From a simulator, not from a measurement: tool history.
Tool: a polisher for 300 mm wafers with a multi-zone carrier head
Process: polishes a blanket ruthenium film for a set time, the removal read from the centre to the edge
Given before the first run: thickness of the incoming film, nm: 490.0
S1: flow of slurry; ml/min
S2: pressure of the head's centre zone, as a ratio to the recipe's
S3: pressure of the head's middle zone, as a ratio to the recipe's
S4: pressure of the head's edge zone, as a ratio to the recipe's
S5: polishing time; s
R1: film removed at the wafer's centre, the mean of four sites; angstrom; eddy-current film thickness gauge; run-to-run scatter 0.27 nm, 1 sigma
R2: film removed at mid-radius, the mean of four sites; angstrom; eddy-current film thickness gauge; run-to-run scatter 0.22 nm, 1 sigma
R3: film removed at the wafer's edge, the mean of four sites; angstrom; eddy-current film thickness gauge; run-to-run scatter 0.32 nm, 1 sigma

run  hour   S1    S2    S3    S4  S5      R1      R2      R3
  1     0  130     1     1     1  50  496.87  470.62  509.05
  2   5.1  125  0.96     1  0.97  45  422.86  423.26  442.71
  3   7.4  125  0.92     1  0.97  45  402.25  426.42  445.95
  4   9.8  125  0.92     1  1.02  45  400.74  426.86  449.95
  5  17.1  120   0.9  0.99     1  41  359.41  385.24     398
  6  20.2  120   0.9  1.04     1  41  357.91   404.1  396.78
  7    22  115  0.88  1.02  0.99  39  328.98   372.2  378.22
  8  28.2  110  0.87  1.02  0.98  37   313.3  354.14  356.38
  9  34.2  105  0.86  1.02  0.98  35  282.96  327.87  337.05

Expected results for the next run?
 10  35.1  105  0.86  1.02  0.96  34   ?   ?   ?

{"run 10": {"R1": 280.98, "R2": 318.16, "R3": 320.5}}
